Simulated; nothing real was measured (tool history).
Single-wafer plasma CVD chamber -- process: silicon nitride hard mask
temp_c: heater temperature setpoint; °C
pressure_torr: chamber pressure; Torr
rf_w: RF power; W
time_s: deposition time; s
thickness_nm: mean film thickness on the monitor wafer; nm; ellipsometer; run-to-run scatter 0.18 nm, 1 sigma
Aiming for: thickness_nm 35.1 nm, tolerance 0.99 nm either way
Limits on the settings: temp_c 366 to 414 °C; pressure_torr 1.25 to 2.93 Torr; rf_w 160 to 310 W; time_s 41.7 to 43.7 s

Run 1, hour 0: temp_c 390 °C, pressure_torr 2.09 Torr, rf_w 235 W, time_s 43.7 s. Result: thickness_nm 47.3 nm.
Run 2, hour 1.2: temp_c 390 °C, pressure_torr 1.97 Torr, rf_w 215 W, time_s 43.1 s. Result: thickness_nm 43.106 nm.
Run 3, hour 2.3: temp_c 390 °C, pressure_torr 1.71 Torr, rf_w 215 W, time_s 43.1 s. Result: thickness_nm 41.798 nm.
Run 4, hour 7: temp_c 390 °C, pressure_torr 1.65 Torr, rf_w 205 W, time_s 42.8 s. Result: thickness_nm 40.115 nm.
Run 5, hour 15.5: temp_c 390 °C, pressure_torr 1.65 Torr, rf_w 205 W, time_s 41.7 s. Result: thickness_nm 39.312 nm.
Run 6, hour 17.2: temp_c 390 °C, pressure_torr 1.47 Torr, rf_w 205 W, time_s 41.7 s. Result: thickness_nm 38.05 nm.
Run 7, hour 25.8: temp_c 390 °C, pressure_torr 1.42 Torr, rf_w 200 W, time_s 41.7 s. Result: thickness_nm 37.311 nm.
Run 8, hour 34: temp_c 390 °C, pressure_torr 1.38 Torr, rf_w 195 W, time_s 41.7 s. Result: thickness_nm 36.492 nm.
Run 9, hour 38.7: temp_c 390 °C, pressure_torr 1.38 Torr, rf_w 195 W, time_s 41.7 s. Result: thickness_nm 36.652 nm.

Of the 5 settings listed for the next run, only one would bring every result within its allowed miss of target. Which one?
Run A, hour 43.4: temp_c 392 °C, pressure_torr 1.49 Torr, rf_w 190 W, time_s 43.7 s. Result: thickness_nm ?.
Run B, hour 43.4: temp_c 412 °C, pressure_torr 1.27 Torr, rf_w 205 W, time_s 43 s. Result: thickness_nm ?.
Run C, hour 43.4: temp_c 394 °C, pressure_torr 1.6 Torr, rf_w 170 W, time_s 43.7 s. Result: thickness_nm ?.
Run D, hour 43.4: temp_c 394 °C, pressure_torr 1.32 Torr, rf_w 195 W, time_s 43.7 s. Result: thickness_nm ?.
Run E, hour 43.4: temp_c 392 °C, pressure_torr 1.27 Torr, rf_w 195 W, time_s 43.7 s. Result: thickness_nm ?.

move  thickness_nm
   A        38.004
   B        38.362
   C        34.966
   D        38.027
   E        37.836
A: misses by more than the last run did
B: misses by more than the last run did
C: every result within its allowed miss
D: misses by more than the last run did
E: misses by more than the last run did
Go with C: it meets all targets.
